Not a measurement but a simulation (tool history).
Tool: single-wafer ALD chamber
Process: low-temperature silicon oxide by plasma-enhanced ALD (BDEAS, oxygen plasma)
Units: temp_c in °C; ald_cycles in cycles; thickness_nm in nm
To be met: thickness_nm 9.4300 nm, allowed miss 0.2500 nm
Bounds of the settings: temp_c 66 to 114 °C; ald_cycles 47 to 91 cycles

run,hour,temp_c,ald_cycles,thickness_nm
1,0.0,90,69,10.5280
2,1.1,90,72,10.9740
3,3.9,91,71,10.7580
4,9.9,92,70,10.5270
5,10.9,85,70,10.8200
6,14.9,86,69,10.6530
7,17.1,87,68,10.5020
8,21.7,88,67,10.2680
9,29.8,89,67,10.2470
10,36.8,90,67,10.1680
11,42.0,91,67,10.2040
12,49.3,92,66,9.9623
13,55.7,93,66,9.9287
14,57.0,94,66,9.9418

4 next moves are on the table. One of them brings every result within its allowed miss. Which?
A,58.3,89,61,?
B,58.3,101,71,?
C,58.3,95,71,?
D,58.3,98,72,?

move,thickness_nm
A,9.2971
B,10.4240
C,10.6230
D,10.6720
A: meets every target
B: further off than the last run
C: further off than the last run
D: further off than the last run
The right move is A.

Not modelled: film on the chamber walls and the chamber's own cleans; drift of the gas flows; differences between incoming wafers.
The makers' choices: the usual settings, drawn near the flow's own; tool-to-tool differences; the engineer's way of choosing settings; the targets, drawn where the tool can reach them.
